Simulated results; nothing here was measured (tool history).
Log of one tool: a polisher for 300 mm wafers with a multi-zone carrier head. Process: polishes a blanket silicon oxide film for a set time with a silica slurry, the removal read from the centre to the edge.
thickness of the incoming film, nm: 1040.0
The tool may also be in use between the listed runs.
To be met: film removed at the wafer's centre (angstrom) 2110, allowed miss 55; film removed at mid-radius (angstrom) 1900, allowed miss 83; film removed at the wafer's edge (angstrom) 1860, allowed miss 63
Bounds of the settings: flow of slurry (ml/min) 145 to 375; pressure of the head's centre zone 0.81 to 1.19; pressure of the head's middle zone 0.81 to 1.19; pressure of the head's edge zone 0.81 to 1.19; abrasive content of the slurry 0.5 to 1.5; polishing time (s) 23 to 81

run	hour	flow of slurry (ml/min)	pressure of the head's centre zone	pressure of the head's middle zone	pressure of the head's edge zone	abrasive content of the slurry	polishing time (s)	film removed at the wafer's centre (angstrom)	film removed at mid-radius (angstrom)	film removed at the wafer's edge (angstrom)
1	0	240	1	1	1	1	52	1384	1377.9	1367.8
2	4.5	295	1	1	1	1	52	1411.7	1451.3	1407.1
3	12.7	295	1.02	1	1.01	1.05	52	1503.4	1482.6	1452.4
4	19.7	295	1.02	1	1.01	1.15	52	1565.1	1573.5	1535.4
# hour 22.9: worn pad replaced by a new one
5	22.9	295	1.02	1	1.01	1.15	60	1962	1909.3	1881.2
6	28.8	270	1.02	1	1.01	1.15	60	1916	1895.1	1840.8
7	31.8	275	1.03	1	1.01	1.15	60	1930	1914.2	1863.7
8	33.4	280	1.04	0.99	1	1.15	60	1970.9	1876.9	1872.2

4 next moves are on the table. One of them brings every result within its allowed miss. Which?
A	35	260	1.01	0.94	1.01	1.1	66	?	?	?
B	35	210	0.99	1.03	0.96	1.1	69	?	?	?
C	35	275	1	0.97	1	1.1	62	?	?	?
D	35	245	1.16	1.05	1.05	1.1	60	?	?	?

move	film removed at the wafer's centre (angstrom)	film removed at mid-radius (angstrom)	film removed at the wafer's edge (angstrom)
A	2017.2	1898	2025.5
B	2001.5	2081.1	2018.9
C	1890.2	1842.8	1902.4
D	2092.4	1878.5	1863.4
A: as far off as the last run
B: as far off as the last run
C: further off than the last run
D: meets every target
Move D is the one to make.
